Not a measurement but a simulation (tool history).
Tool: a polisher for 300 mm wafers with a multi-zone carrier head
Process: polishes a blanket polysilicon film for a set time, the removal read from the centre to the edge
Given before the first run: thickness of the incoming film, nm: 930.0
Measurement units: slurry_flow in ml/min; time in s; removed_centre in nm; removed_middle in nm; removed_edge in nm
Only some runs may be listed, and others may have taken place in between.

| run | hour | slurry_flow | centre_zone | middle_zone | edge_zone | time | removed_centre | removed_middle | removed_edge |
|---|---|---|---|---|---|---|---|---|---|
| 1 | 0 | 300 | 1 | 1 | 1 | 37 | 297.2 | 340.21 | 330.93 |
| 2 | 4 | 300 | 1 | 1 | 1.04 | 37 | 303.41 | 342.96 | 334.62 |
| 3 | 9.1 | 300 | 1.03 | 1 | 1.04 | 37 | 306.48 | 339.93 | 338.19 |
| 4 | 17.8 | 300 | 1.1 | 1 | 1.04 | 37 | 330.58 | 341.17 | 333.93 |
| 5 | 20.1 | 300 | 1.07 | 1.03 | 0.99 | 32 | 271.01 | 300.94 | 286.97 |
| 6 | 26.1 | 300 | 1.07 | 1.03 | 0.99 | 41 | 360.72 | 384.7 | 361.71 |
| 7 | 32.6 | 295 | 1.07 | 1.06 | 0.94 | 35 | 300.23 | 331.8 | 299.94 |
| 8 | 41 | 290 | 1.05 | 1.07 | 0.91 | 31 | 268.86 | 297.69 | 267.13 |
| 9 | 50 | 290 | 1.02 | 1.09 | 0.89 | 28 | 232.24 | 274.78 | 236.95 |
| 10 | 57.9 | 285 | 1 | 1.08 | 0.87 | 27 | 213.13 | 264.74 | 227.64 |
| 11 | 66.9 | 280 | 1 | 1.08 | 0.85 | 26 | 212.41 | 254.67 | 213.63 |

Run 12 is up next; what results do you expect?
| 12 | 75.7 | 240 | 0.9 | 1.03 | 0.81 | 25 | ? | ? | ? |

{"run 12": {"removed_centre": 173.41, "removed_middle": 231.31, "removed_edge": 199.15}}
